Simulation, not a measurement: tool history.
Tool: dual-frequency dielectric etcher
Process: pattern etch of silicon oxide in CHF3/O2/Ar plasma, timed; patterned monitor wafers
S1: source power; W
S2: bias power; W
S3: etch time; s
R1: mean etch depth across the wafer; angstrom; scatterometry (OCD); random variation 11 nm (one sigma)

{"run": 1, "hour": 0.0, "S1": 830, "S2": 192, "S3": 740.5, "R1": 16288}
{"run": 2, "hour": 7.4, "S1": 830, "S2": 192, "S3": 771.5, "R1": 16934}
{"run": 3, "hour": 15.5, "S1": 890, "S2": 196, "S3": 771.5, "R1": 17379}
{"run": 4, "hour": 19.7, "S1": 890, "S2": 196, "S3": 771.5, "R1": 17578}
{"run": 5, "hour": 21.1, "S1": 960, "S2": 196, "S3": 771.5, "R1": 17948}
{"run": 6, "hour": 23.8, "S1": 960, "S2": 196, "S3": 740.5, "R1": 17264}
{"run": 7, "hour": 24.9, "S1": 1010, "S2": 200, "S3": 741.5, "R1": 17563}
{"run": 8, "hour": 30.7, "S1": 1040, "S2": 205, "S3": 743.5, "R1": 18043}

Run 9 comes next. What will it give?
{"run": 9, "hour": 39.0, "S1": 1070, "S2": 208, "S3": 744.0, "R1": "?"}

R1: 18244 angstrom
